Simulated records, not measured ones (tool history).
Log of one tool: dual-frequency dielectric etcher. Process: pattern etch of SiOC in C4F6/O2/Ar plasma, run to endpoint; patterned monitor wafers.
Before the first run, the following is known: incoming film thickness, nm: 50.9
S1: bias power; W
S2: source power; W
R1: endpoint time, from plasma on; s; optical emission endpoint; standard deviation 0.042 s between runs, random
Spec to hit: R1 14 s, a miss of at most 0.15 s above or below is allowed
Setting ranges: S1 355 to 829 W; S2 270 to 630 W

Run 1, day 0: S1 592 W, S2 450 W. Result: R1 16.339 s.
Run 2, day 0.242: S1 592 W, S2 380 W. Result: R1 17.165 s.
Run 3, day 0.504: S1 658 W, S2 400 W. Result: R1 16.108 s.
Run 4, day 0.708: S1 658 W, S2 450 W. Result: R1 15.539 s.
Run 5, day 1.025: S1 697 W, S2 450 W. Result: R1 15.169 s.
Run 6, day 1.154: S1 697 W, S2 380 W. Result: R1 15.948 s.
Run 7, day 1.221: S1 734 W, S2 400 W. Result: R1 15.346 s.
Run 8, day 1.496: S1 761 W, S2 410 W. Result: R1 15.008 s.
Run 9, day 1.6: S1 780 W, S2 420 W. Result: R1 14.706 s.
Run 10, day 1.917: S1 794 W, S2 430 W. Result: R1 14.545 s.

Which one of the following 5 next-run settings gets every result inside its allowed miss? There is exactly one.
Run A, day 2.233: S1 783 W, S2 420 W. Result: R1 ?.
Run B, day 2.233: S1 829 W, S2 420 W. Result: R1 ?.
Run C, day 2.233: S1 812 W, S2 520 W. Result: R1 ?.
Run D, day 2.233: S1 706 W, S2 530 W. Result: R1 ?.
Run E, day 2.233: S1 823 W, S2 470 W. Result: R1 ?.

move      R1
   A  14.722
   B  14.359
   C  13.614
   D  14.381
   E  13.944
A: lands further from the targets than the last run did
B: moves toward the targets from the last run without getting all of them in spec
C: pushes the last run's worst result past its target
D: moves toward the targets from the last run without getting all of them in spec
E: every result lands within tolerance
The right move is E.
